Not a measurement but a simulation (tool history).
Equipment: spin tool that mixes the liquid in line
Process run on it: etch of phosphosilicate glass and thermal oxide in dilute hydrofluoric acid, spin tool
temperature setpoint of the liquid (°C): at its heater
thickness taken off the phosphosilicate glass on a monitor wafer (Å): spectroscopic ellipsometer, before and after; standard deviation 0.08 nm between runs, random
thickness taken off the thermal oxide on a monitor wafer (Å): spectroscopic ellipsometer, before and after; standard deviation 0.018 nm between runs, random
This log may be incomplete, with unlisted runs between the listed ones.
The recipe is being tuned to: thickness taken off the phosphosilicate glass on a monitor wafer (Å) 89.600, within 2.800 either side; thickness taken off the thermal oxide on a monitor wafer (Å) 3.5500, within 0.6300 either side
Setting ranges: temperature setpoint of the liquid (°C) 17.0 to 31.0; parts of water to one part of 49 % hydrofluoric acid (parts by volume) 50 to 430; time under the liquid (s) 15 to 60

run  hour  temperature setpoint of the liquid (°C)  parts of water to one part of 49 % hydrofluoric acid (parts by volume)  time under the liquid (s)  thickness taken off the phosphosilicate glass on a monitor wafer (Å)  thickness taken off the thermal oxide on a monitor wafer (Å)
  1   0.0                                     23.0                                                                     240                         30                                                               117.020                                                        4.5211
  2   1.1                                     25.0                                                                     240                         30                                                               127.840                                                        5.6150
  3   8.5                                     25.0                                                                     240                         20                                                                85.055                                                        3.5992
  4  16.6                                     25.0                                                                     240                         25                                                               106.250                                                        4.2801
  5  17.2                                     24.5                                                                     240                         25                                                               103.880                                                        3.9991
  6  19.6                                     24.5                                                                     245                         25                                                               101.200                                                        3.8950
  7  20.9                                     24.5                                                                     250                         25                                                               100.140                                                        4.1139
  8  22.1                                     24.0                                                                     250                         25                                                                98.022                                                        3.6531
  9  24.0                                     24.5                                                                     255                         25                                                                96.675                                                        3.9225

Consider the 4 candidate settings below. Which is the only one whose results all fall within their allowed miss of target?
  A  25.9                                     27.5                                                                     275                         25                                                                     ?                                                             ?
  B  25.9                                     24.5                                                                     245                         25                                                                     ?                                                             ?
  C  25.9                                     23.5                                                                     265                         25                                                                     ?                                                             ?
  D  25.9                                     31.0                                                                     360                         35                                                                     ?                                                             ?

move  thickness taken off the phosphosilicate glass on a monitor wafer (Å)  thickness taken off the thermal oxide on a monitor wafer (Å)
   A                                                                98.068                                                        3.8157
   B                                                               102.370                                                        3.9832
   C                                                                89.491                                                        3.4820
   D                                                               107.220                                                        4.1718
A: misses by more than the last run did
B: misses by more than the last run did
C: every result within its allowed miss
D: misses by more than the last run did
The move that meets every target is C.

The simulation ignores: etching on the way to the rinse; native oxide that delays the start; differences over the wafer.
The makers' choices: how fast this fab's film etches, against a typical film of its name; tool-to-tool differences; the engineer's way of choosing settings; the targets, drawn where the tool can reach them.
